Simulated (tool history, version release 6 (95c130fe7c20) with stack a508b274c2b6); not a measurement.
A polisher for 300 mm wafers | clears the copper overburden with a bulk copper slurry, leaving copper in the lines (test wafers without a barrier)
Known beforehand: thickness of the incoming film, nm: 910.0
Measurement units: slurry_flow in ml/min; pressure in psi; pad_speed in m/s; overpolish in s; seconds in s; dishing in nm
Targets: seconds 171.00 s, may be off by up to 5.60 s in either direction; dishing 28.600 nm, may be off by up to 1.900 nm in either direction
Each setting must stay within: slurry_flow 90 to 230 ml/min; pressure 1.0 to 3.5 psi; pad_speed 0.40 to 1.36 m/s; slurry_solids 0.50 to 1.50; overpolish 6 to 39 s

run	hour	slurry_flow	pressure	pad_speed	slurry_solids	overpolish	seconds	dishing
1	0.0	150	2.2	0.88	1.00	20	132.51	28.362
2	0.6	150	2.2	0.88	1.00	13	133.91	26.334
3	7.7	145	2.1	0.88	1.00	16	140.18	28.220
4	13.6	145	2.1	0.88	0.90	16	144.47	27.320
5	18.0	145	2.1	0.88	0.90	9	143.80	22.574
6	24.2	140	2.0	0.88	0.95	11	148.46	25.202
7	32.2	135	1.9	0.88	0.95	12	157.60	25.251
8	33.6	130	1.9	0.88	0.95	13	161.66	25.112
9	36.2	125	1.9	0.88	0.95	15	163.33	26.831
# hour 42.0: head pressure recalibrated
10	42.0	120	1.9	0.88	0.95	16	178.21	26.785
11	48.6	120	1.9	0.88	0.95	17	179.86	26.873
12	53.6	125	1.9	0.88	0.95	18	177.90	27.652

Exactly one of the 5 candidate moves below puts every result within its allowed miss. Which one?
A	58.6	125	2.0	0.76	1.05	21	?	?
B	58.6	95	2.4	0.70	1.00	25	?	?
C	58.6	100	2.0	0.88	0.80	14	?	?
D	58.6	120	1.9	0.86	1.05	15	?	?
E	58.6	125	1.8	0.98	0.90	22	?	?

move	seconds	dishing
A	189.64	27.872
B	187.24	29.162
C	184.12	25.096
D	178.54	25.865
E	169.16	28.430
A: the biggest miss grows against the last run
B: the biggest miss grows against the last run
C: the biggest miss grows against the last run
D: the biggest miss grows against the last run
E: all results in spec
Correct choice: E, which meets every target

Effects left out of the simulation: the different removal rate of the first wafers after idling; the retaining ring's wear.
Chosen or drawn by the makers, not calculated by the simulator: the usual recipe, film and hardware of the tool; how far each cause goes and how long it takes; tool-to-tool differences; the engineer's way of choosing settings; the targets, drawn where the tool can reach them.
